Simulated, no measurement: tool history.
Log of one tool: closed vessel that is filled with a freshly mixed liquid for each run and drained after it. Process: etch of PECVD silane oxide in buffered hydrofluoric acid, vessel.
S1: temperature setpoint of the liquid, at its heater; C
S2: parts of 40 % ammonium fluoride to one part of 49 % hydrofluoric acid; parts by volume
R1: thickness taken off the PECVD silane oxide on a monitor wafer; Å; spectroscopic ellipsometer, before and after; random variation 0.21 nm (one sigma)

{"run": 1, "hour": 0.0, "S1": 23, "S2": 13.5, "time in the liquid (s)": 30, "R1": 583.13}
{"run": 2, "hour": 6.8, "S1": 25, "S2": 13.5, "time in the liquid (s)": 30, "R1": 650.84}
{"run": 3, "hour": 13.6, "S1": 24, "S2": 13.5, "time in the liquid (s)": 30, "R1": 613.92}
{"run": 4, "hour": 22.8, "S1": 23.5, "S2": 13.5, "time in the liquid (s)": 30, "R1": 597.43}
{"run": 5, "hour": 23.7, "S1": 21.5, "S2": 13.5, "time in the liquid (s)": 30, "R1": 539.01}
{"run": 6, "hour": 29.8, "S1": 21, "S2": 13.5, "time in the liquid (s)": 30, "R1": 525.41}
{"run": 7, "hour": 33.8, "S1": 20.5, "S2": 13.5, "time in the liquid (s)": 30, "R1": 511.02}
{"run": 8, "hour": 37.9, "S1": 20, "S2": 13.5, "time in the liquid (s)": 30, "R1": 498.26}
{"run": 9, "hour": 40.8, "S1": 19.5, "S2": 13.5, "time in the liquid (s)": 30, "R1": 480.97}

Forecast run 10:
{"run": 10, "hour": 44.5, "S1": 19, "S2": 13.5, "time in the liquid (s)": 30, "R1": "?"}

Run 10 gave R1 471.01 Å.
